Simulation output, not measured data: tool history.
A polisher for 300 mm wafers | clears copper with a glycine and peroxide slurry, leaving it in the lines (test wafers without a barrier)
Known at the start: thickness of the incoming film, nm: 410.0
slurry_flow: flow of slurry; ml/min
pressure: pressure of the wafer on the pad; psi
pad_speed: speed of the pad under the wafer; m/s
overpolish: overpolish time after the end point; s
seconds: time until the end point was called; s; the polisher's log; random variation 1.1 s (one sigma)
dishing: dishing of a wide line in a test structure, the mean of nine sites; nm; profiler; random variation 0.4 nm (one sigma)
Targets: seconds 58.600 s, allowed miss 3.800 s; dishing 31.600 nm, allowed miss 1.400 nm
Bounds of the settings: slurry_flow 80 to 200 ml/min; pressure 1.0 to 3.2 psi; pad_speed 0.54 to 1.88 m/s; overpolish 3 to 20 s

| run | day | slurry_flow | pressure | pad_speed | overpolish | seconds | dishing |
|---|---|---|---|---|---|---|---|
| 1 | 0.000 | 130 | 2.1 | 1.20 | 10 | 72.731 | 31.639 |
| 2 | 0.071 | 110 | 2.1 | 1.20 | 10 | 78.482 | 30.280 |
| 3 | 0.346 | 125 | 2.1 | 1.20 | 10 | 75.148 | 30.644 |
| 4 | 0.567 | 140 | 2.2 | 1.20 | 10 | 69.629 | 32.564 |
| 5 | 0.762 | 150 | 2.3 | 1.20 | 10 | 69.198 | 34.487 |
| 6 | 1.079 | 150 | 2.3 | 1.06 | 10 | 73.047 | 32.092 |
| 7 | 1.433 | 155 | 2.4 | 1.08 | 9 | 71.302 | 30.858 |
| 8 | 1.571 | 160 | 2.5 | 1.10 | 8 | 66.419 | 28.906 |
| 9 | 1.625 | 165 | 2.6 | 1.10 | 8 | 63.349 | 30.716 |

Which of these 5 next moves meets every target?
| A | 1.679 | 175 | 2.2 | 1.18 | 9 | ? | ? |
| B | 1.679 | 155 | 2.7 | 1.18 | 8 | ? | ? |
| C | 1.679 | 150 | 2.8 | 0.96 | 8 | ? | ? |
| D | 1.679 | 155 | 2.2 | 1.20 | 8 | ? | ? |
| E | 1.679 | 150 | 2.4 | 1.14 | 8 | ? | ? |

| move | seconds | dishing |
|---|---|---|
| A | 72.057 | 31.219 |
| B | 62.054 | 32.337 |
| C | 70.618 | 29.182 |
| D | 72.634 | 28.127 |
| E | 70.670 | 28.910 |
A: further off than the last run
B: meets every target
C: further off than the last run
D: further off than the last run
E: further off than the last run
The right move is B.
